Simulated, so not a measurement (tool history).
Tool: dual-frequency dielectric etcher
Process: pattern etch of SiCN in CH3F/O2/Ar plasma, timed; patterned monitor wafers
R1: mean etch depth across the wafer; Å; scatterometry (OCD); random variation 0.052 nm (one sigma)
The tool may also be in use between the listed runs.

Run 1, hour 0.0: source power (kW) 0.430, bias power (kW) 0.093, etch time (s) 33.5. Result: R1 142.74 Å.
Run 2, hour 6.8: source power (kW) 0.400, bias power (kW) 0.091, etch time (s) 33.5. Result: R1 136.94 Å.
Run 3, hour 7.4: source power (kW) 0.380, bias power (kW) 0.090, etch time (s) 33.5. Result: R1 133.83 Å.
Run 4, hour 12.5: source power (kW) 0.380, bias power (kW) 0.081, etch time (s) 33.5. Result: R1 129.65 Å.
Run 5, hour 16.3: source power (kW) 0.310, bias power (kW) 0.081, etch time (s) 33.5. Result: R1 117.10 Å.
Run 6, hour 25.2: source power (kW) 0.260, bias power (kW) 0.081, etch time (s) 33.5. Result: R1 105.69 Å.

Forecast run 7:
Run 7, hour 26.6: source power (kW) 0.280, bias power (kW) 0.082, etch time (s) 33.5. Result: R1 ?.

{"run 7": {"R1": 110.83}}
